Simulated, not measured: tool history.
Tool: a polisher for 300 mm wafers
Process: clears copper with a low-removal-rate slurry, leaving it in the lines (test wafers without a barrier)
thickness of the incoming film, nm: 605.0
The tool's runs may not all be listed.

| run | day | flow of slurry (ml/min) | pressure of the wafer on the pad (psi) | speed of the pad under the wafer (cm/s) | abrasive content of the slurry | overpolish time after the end point (s) | time until the end point was called (s) | dishing of a wide line in a test structure (nm) |
|---|---|---|---|---|---|---|---|---|
| 1 | 0.000 | 185 | 3.5 | 128 | 1.00 | 16 | 129.31 | 45.957 |
| 2 | 0.167 | 180 | 2.8 | 110 | 1.00 | 18 | 181.39 | 37.127 |
| 3 | 0.492 | 180 | 2.8 | 110 | 1.00 | 25 | 179.97 | 52.239 |
| 4 | 0.838 | 180 | 2.8 | 110 | 1.15 | 25 | 175.55 | 52.058 |
| 5 | 1.092 | 180 | 2.8 | 110 | 1.15 | 31 | 176.38 | 59.664 |
| 6 | 1.317 | 180 | 2.8 | 110 | 1.15 | 25 | 175.18 | 51.935 |
| 7 | 1.629 | 175 | 2.4 | 96 | 1.15 | 24 | 231.73 | 39.838 |
| 8 | 1.933 | 170 | 2.1 | 92 | 1.15 | 23 | 276.07 | 33.167 |

Forecast run 9:
| 9 | 2.008 | 160 | 1.9 | 92 | 1.15 | 23 | ? | ? |

time until the end point was called (s): 304.03
dishing of a wide line in a test structure (nm): 29.789

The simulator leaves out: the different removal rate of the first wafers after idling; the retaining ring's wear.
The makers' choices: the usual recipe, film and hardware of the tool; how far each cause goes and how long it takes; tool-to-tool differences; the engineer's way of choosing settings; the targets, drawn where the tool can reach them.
